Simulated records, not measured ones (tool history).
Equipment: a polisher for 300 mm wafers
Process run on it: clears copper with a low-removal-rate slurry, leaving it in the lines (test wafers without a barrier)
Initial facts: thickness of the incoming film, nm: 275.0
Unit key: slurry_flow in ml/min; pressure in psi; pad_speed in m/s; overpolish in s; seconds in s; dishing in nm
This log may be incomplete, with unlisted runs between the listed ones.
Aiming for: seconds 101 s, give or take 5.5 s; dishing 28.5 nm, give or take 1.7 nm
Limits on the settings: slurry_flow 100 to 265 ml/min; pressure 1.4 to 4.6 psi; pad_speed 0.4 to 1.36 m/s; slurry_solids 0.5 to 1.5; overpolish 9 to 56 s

| run | hour | slurry_flow | pressure | pad_speed | slurry_solids | overpolish | seconds | dishing |
|---|---|---|---|---|---|---|---|---|
| 1 | 0 | 170 | 3 | 0.88 | 1 | 29 | 95.314 | 46.61 |
| 2 | 4.1 | 170 | 3 | 0.88 | 1 | 36 | 99.281 | 58.263 |
| 3 | 8 | 175 | 2.9 | 0.88 | 1 | 29 | 101.13 | 45.248 |
| 4 | 15.8 | 175 | 2.9 | 0.96 | 1 | 29 | 97.682 | 48.578 |
| 5 | 17.4 | 175 | 2.9 | 0.9 | 1 | 24 | 102.18 | 39.84 |
| 6 | 18.7 | 205 | 2.9 | 0.9 | 1 | 24 | 96.338 | 40.036 |
| 7 | 26 | 205 | 2.9 | 0.9 | 1 | 24 | 100.55 | 40.393 |
| 8 | 31.6 | 205 | 2.9 | 0.88 | 1 | 20 | 97.84 | 32.89 |
| 9 | 35.2 | 205 | 2.9 | 0.86 | 1 | 19 | 102.85 | 31.727 |
| 10 | 39 | 205 | 2.9 | 0.88 | 1 | 14 | 103.34 | 24.421 |
| 11 | 47.7 | 210 | 2.9 | 0.88 | 1 | 15 | 97.268 | 26.649 |
| 12 | 52.8 | 195 | 2.8 | 0.88 | 1 | 19 | 100.98 | 31.396 |

Consider the 4 candidate settings below. Which is the only one whose results all fall within their allowed miss of target?
| A | 57.9 | 165 | 2.8 | 0.94 | 1.05 | 20 | ? | ? |
| B | 57.9 | 210 | 3 | 1.02 | 1.15 | 17 | ? | ? |
| C | 57.9 | 165 | 3.1 | 1.04 | 0.9 | 17 | ? | ? |
| D | 57.9 | 265 | 2.8 | 0.88 | 1 | 17 | ? | ? |

| move | seconds | dishing |
|---|---|---|
| A | 101.98 | 33.695 |
| B | 85.54 | 34.199 |
| C | 88.697 | 33.16 |
| D | 101.42 | 29.285 |
A: lands further from the targets than the last run did
B: lands further from the targets than the last run did
C: lands further from the targets than the last run did
D: hits every target within its allowed miss
So the answer is move D, the one that meets all the targets.
